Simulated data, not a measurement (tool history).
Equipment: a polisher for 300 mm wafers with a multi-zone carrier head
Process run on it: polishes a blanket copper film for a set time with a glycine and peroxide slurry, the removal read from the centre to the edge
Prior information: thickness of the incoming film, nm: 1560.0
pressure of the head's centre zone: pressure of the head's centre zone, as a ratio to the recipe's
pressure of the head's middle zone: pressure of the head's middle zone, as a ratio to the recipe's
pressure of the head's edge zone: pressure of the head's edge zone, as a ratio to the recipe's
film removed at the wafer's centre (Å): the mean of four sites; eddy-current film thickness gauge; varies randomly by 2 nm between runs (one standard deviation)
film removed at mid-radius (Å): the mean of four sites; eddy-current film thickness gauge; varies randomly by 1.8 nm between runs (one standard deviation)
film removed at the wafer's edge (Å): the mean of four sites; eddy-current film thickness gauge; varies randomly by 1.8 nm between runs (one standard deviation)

run  hour  flow of slurry (ml/min)  pressure of the head's centre zone  pressure of the head's middle zone  pressure of the head's edge zone  polishing time (s)  film removed at the wafer's centre (Å)  film removed at mid-radius (Å)  film removed at the wafer's edge (Å)
  1     0                      230                                   1                                   1                                 1                  54                                  3327.2                          3237.8                                  3289
  2     2                      235                                1.01                                1.01                              0.95                  47                                  2928.8                          2784.4                                2809.3
  3   8.2                      235                                1.01                                1.01                              0.95                  58                                  3533.1                            3448                                3464.6
  4  13.3                      235                                1.01                                1.07                              0.95                  58                                  3592.2                          3662.9                                3503.5
  5  21.7                      235                                0.98                                1.07                              0.95                  58                                  3479.1                          3669.4                                3459.4
     24.6  -- worn pad replaced by a new one
  6  24.6                      235                                0.98                                1.07                              0.95                  71                                  4582.1                          4812.3                                4537.4
  7  25.4                      240                                1.01                                1.08                              0.91                  60                                  4003.6                          4135.2                                3800.4
  8  27.6                      275                                1.06                                1.11                              0.98                  49                                  3503.1                          3512.6                                3201.8
  9  33.1                      275                                1.05                                1.09                              0.93                  43                                  3064.2                          3003.1                                2787.8
 10  37.4                      255                                1.05                                1.09                              0.89                  39                                  2710.3                          2703.5                                2479.1
 11  43.5                      230                                1.07                                1.09                              0.87                  37                                  2604.6                            2535                                2350.9

Run 12 comes next. What will it give?
 12  47.9                      225                                1.08                                1.09                              0.85                  35                                       ?                               ?                                     ?

film removed at the wafer's centre (Å): 2471.8
film removed at mid-radius (Å): 2374.1
film removed at the wafer's edge (Å): 2154
